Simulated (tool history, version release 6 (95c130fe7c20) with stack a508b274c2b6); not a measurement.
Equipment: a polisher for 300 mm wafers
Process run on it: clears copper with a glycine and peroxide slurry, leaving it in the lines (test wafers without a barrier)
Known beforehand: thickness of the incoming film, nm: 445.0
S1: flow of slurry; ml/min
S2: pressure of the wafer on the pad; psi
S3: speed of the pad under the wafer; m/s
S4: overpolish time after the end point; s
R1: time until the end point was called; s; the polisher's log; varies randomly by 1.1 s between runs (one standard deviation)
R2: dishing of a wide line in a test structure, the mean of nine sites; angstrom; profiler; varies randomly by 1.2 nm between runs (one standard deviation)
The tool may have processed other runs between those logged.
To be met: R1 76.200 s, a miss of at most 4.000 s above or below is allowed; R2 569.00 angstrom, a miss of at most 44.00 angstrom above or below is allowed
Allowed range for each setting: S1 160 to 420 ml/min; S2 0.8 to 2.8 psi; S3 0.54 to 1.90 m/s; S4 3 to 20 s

run 1 hour=0.0 | S1=270 S2=1.8 S3=1.22 S4=10 | R1=79.064 R2=348.85
run 2 hour=7.1 | S1=315 S2=1.8 S3=1.22 S4=10 | R1=77.168 R2=357.25
run 3 hour=12.3 | S1=315 S2=1.5 S3=1.22 S4=10 | R1=87.494 R2=321.71
run 4 hour=18.2 | S1=380 S2=1.5 S3=1.22 S4=10 | R1=86.593 R2=334.91
run 5 hour=25.3 | S1=340 S2=1.5 S3=1.22 S4=10 | R1=88.106 R2=318.42
run 6 hour=31.4 | S1=340 S2=1.5 S3=1.22 S4=12 | R1=87.472 R2=368.14
run 7 hour=33.5 | S1=340 S2=1.5 S3=1.22 S4=13 | R1=86.542 R2=386.89
run 8 hour=39.8 | S1=340 S2=1.5 S3=1.22 S4=14 | R1=88.256 R2=415.81
run 9 hour=41.8 | S1=340 S2=1.7 S3=1.24 S4=16 | R1=76.276 R2=512.20

Of the 5 settings listed for the next run, only one would bring every result within its allowed miss of target. Which one?
run A hour=43.8 | S1=410 S2=1.9 S3=1.16 S4=12 | R1=? R2=?
run B hour=43.8 | S1=325 S2=1.8 S3=1.20 S4=13 | R1=? R2=?
run C hour=43.8 | S1=395 S2=1.7 S3=1.24 S4=18 | R1=? R2=?
run D hour=43.8 | S1=360 S2=1.8 S3=1.14 S4=14 | R1=? R2=?
run E hour=43.8 | S1=280 S2=2.0 S3=1.02 S4=13 | R1=? R2=?

move=A R1=71.287 R2=442.68
move=B R1=74.181 R2=456.57
move=C R1=75.205 R2=585.75
move=D R1=75.707 R2=478.06
move=E R1=75.264 R2=454.52
A: further off than the last run
B: further off than the last run
C: all results land within tolerance of their targets
D: further off than the last run
E: further off than the last run
The move that meets every target is C.
